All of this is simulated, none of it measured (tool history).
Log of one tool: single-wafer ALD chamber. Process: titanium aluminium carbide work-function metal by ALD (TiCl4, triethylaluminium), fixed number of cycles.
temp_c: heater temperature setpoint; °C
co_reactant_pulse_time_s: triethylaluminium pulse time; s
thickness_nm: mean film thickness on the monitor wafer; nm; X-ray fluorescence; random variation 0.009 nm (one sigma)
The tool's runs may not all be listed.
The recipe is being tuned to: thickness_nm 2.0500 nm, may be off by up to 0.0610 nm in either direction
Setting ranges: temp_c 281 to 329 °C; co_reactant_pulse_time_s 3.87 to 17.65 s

run	hour	temp_c	co_reactant_pulse_time_s	thickness_nm
1	0.0	305	10.76	2.3138
2	0.9	300	10.76	2.2651
3	6.2	309	10.76	2.3524
4	9.1	309	12.16	2.3844
5	15.0	309	10.81	2.3754
6	15.7	309	13.88	2.3784
7	16.7	301	12.83	2.2933
8	22.0	295	11.72	2.2088
9	24.1	291	11.46	2.1694
10	30.3	288	11.05	2.1066
11	34.1	287	10.93	2.1161
# hour 41.3: thermocouple changed; heater temperature recalibrated
12	41.3	287	10.93	2.1372
13	43.0	285	10.05	2.1172
14	45.2	284	10.87	2.1053

Which one of the following 4 next-run settings gets every result inside its allowed miss? There is exactly one.
A	47.4	296	8.34	?
B	47.4	284	13.13	?
C	47.4	298	5.04	?
D	47.4	300	7.50	?

move	thickness_nm
A	2.2087
B	2.1579
C	2.0402
D	2.2204
A: misses by more than the last run did
B: misses by more than the last run did
C: each result inside its tolerance
D: misses by more than the last run did
The move that meets every target is C.

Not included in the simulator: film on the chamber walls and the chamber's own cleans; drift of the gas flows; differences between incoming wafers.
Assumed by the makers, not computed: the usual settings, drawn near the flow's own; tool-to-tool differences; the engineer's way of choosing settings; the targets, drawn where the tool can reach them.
